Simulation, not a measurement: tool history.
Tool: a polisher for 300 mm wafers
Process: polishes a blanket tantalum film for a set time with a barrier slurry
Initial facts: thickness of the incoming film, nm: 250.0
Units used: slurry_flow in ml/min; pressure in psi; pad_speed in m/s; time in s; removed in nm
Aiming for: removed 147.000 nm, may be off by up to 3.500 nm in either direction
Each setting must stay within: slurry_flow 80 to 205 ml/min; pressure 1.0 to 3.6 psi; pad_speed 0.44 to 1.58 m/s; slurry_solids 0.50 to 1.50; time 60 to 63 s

run	hour	slurry_flow	pressure	pad_speed	slurry_solids	time	removed
1	0.0	135	2.3	1.00	1.00	60	94.092
2	4.4	135	2.3	1.00	0.90	60	93.363
3	11.8	160	2.3	1.00	0.90	60	94.422
4	14.3	160	2.6	1.00	0.90	60	106.370
5	20.7	160	2.9	1.00	0.90	60	119.030
6	28.6	130	2.9	1.00	0.90	60	114.400
7	33.4	140	3.1	1.00	0.90	60	123.340
8	38.4	145	3.6	1.00	0.90	60	143.620

Which single option among these 5 for the next run brings every result within its allowed miss of target? Just one does.
A	43.4	155	3.6	0.90	0.95	63	?
B	43.4	145	3.4	1.00	0.90	62	?
C	43.4	130	3.6	1.00	0.85	63	?
D	43.4	155	3.5	0.94	1.05	61	?
E	43.4	125	3.6	1.02	0.80	60	?

move	removed
A	137.270
B	138.670
C	144.710
D	137.510
E	137.930
A: lands further from the targets than the last run did
B: lands further from the targets than the last run did
C: every result within its allowed miss
D: lands further from the targets than the last run did
E: lands further from the targets than the last run did
C meets every target.
